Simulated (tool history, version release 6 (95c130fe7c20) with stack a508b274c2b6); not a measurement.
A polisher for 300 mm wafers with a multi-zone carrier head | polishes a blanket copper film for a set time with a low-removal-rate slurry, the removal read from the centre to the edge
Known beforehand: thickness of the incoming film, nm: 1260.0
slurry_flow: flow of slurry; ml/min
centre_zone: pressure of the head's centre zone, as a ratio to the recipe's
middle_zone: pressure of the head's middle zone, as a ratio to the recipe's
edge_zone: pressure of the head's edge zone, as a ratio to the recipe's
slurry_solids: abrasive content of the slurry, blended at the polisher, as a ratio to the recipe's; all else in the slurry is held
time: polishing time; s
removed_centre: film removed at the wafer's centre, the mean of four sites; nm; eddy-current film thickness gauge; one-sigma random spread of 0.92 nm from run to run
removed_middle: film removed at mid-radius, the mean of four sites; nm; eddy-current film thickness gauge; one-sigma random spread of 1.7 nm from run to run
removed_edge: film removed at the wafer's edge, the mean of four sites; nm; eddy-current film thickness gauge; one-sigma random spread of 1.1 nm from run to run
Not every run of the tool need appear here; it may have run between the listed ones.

run,hour,slurry_flow,centre_zone,middle_zone,edge_zone,slurry_solids,time,removed_centre,removed_middle,removed_edge
1,0,205,1,1,1,1,47,135.13,140.65,134.35
2,1.3,205,1,1,1.05,1,47,136.12,139.76,135.95
3,3.3,200,0.99,0.99,1.05,1,47,136.16,140.58,134.89
4,10.2,200,0.99,0.99,0.98,1,47,133.52,139.64,131.35
5,12.1,200,0.99,0.99,0.98,0.85,47,129.9,131.85,130.23
6,16.3,200,0.99,0.99,1.06,0.85,47,131.22,136.47,132.59
7,25,195,0.98,0.97,1.06,0.85,47,128.65,132.65,133.62
8,33.2,190,0.98,0.96,1.05,0.85,47,127.11,130.1,130.72
9,36.3,185,0.97,0.95,1.05,0.85,47,127.25,130.68,133.9

Estimate the outcome of run 10 from the log above:
10,43.7,185,0.97,0.95,1.04,0.8,47,?,?,?

Run 10 gave removed_centre 125.36 nm, removed_middle 127.42 nm, removed_edge 129.73 nm.

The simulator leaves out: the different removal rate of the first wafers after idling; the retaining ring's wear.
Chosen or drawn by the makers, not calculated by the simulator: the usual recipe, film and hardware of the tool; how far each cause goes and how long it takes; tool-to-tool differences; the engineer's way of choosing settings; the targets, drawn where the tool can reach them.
